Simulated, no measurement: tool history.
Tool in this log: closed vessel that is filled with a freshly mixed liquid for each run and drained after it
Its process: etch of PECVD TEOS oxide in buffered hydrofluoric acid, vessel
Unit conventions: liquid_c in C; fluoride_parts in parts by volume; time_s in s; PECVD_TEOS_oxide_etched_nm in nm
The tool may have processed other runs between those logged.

run 1 day=0 | liquid_c=21 fluoride_parts=16.5 time_s=100 | PECVD_TEOS_oxide_etched_nm=122.75
run 2 day=0.162 | liquid_c=18 fluoride_parts=16.5 time_s=100 | PECVD_TEOS_oxide_etched_nm=103.34
run 3 day=0.45 | liquid_c=18 fluoride_parts=16.5 time_s=100 | PECVD_TEOS_oxide_etched_nm=103.21
run 4 day=0.488 | liquid_c=19.5 fluoride_parts=16.5 time_s=100 | PECVD_TEOS_oxide_etched_nm=113.74
run 5 day=0.596 | liquid_c=19.5 fluoride_parts=16.5 time_s=100 | PECVD_TEOS_oxide_etched_nm=112.07
run 6 day=0.654 | liquid_c=19.5 fluoride_parts=16.5 time_s=105 | PECVD_TEOS_oxide_etched_nm=117.11

Run 7, settings as shown, results not yet in. Your forecast:
run 7 day=0.758 | liquid_c=20 fluoride_parts=16.5 time_s=105 | PECVD_TEOS_oxide_etched_nm=?

Run 7 came out at PECVD_TEOS_oxide_etched_nm 121.31 nm.
